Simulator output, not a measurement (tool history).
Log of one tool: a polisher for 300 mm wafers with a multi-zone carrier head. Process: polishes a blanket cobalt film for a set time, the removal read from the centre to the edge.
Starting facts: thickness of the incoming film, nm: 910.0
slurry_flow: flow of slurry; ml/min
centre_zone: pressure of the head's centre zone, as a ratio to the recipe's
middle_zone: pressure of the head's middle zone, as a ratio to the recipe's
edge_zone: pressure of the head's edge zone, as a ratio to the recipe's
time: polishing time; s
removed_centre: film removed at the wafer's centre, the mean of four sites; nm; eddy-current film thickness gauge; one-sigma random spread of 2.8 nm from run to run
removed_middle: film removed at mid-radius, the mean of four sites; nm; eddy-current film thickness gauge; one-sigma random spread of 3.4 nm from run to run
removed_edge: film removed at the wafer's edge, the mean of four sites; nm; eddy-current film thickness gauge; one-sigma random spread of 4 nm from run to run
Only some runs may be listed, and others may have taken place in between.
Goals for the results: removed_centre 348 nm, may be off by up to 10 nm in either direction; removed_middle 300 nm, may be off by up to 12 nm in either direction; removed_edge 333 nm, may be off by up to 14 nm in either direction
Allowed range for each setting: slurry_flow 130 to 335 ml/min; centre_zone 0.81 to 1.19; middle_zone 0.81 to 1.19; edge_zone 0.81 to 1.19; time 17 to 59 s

run	hour	slurry_flow	centre_zone	middle_zone	edge_zone	time	removed_centre	removed_middle	removed_edge
1	0	215	1	1	1	38	268.83	269.66	261.23
2	7.4	215	1	1	1	43	299.74	298.95	293.41
3	12.4	195	1	1	1	43	297.27	295.78	291.94
4	20.8	210	1.02	0.98	1.04	43	312.85	287.29	299.26
5	24.7	225	1.02	0.98	1.07	43	314.29	297.21	308.97
6	33.4	235	1.03	0.97	1.09	43	315.9	296.39	313.57
7	37.9	240	1.05	0.96	1.11	43	324.92	290	316.36
8	42.9	250	1.06	0.96	1.12	43	330.83	298.83	322.36
9	49	250	1.06	0.96	1.12	43	324.68	294.78	318.45
10	50.9	255	1.07	0.96	1.13	43	335.17	291.7	317.15
11	57	260	1.07	0.96	1.14	43	336.15	300.46	325.53

Exactly one of the 4 candidate moves below puts every result within its allowed miss. Which one?
A	63.1	250	1.03	0.95	1.16	44	?	?	?
B	63.1	210	1.08	1.17	1.17	42	?	?	?
C	63.1	335	0.99	0.93	1.17	42	?	?	?
D	63.1	330	1.08	0.93	1.17	43	?	?	?

move	removed_centre	removed_middle	removed_edge
A	329.89	303.8	324.94
B	321.93	321.44	305.34
C	313.11	295.52	319.1
D	349.41	302	326.36
A: misses by more than the last run did
B: misses by more than the last run did
C: misses by more than the last run did
D: all results land within tolerance of their targets
Correct choice: D, which meets every target
